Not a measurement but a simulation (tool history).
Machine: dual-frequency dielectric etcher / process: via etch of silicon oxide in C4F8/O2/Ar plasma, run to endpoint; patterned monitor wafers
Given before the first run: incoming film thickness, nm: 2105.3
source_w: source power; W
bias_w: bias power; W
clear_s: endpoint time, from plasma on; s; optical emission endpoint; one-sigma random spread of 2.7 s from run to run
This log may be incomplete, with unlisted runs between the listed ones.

run,day,source_w,bias_w,clear_s
1,0,1710,2034,414.26
2,0.225,1710,2379,399.09
3,0.521,1710,2099,407.89
4,0.7,1710,1785,433.58
5,0.792,1540,1785,455.43
6,1.15,1650,1785,439.65

Estimate the outcome of run 7 from the log above:
7,1.196,1720,1809,?

clear_s: 418.45 s
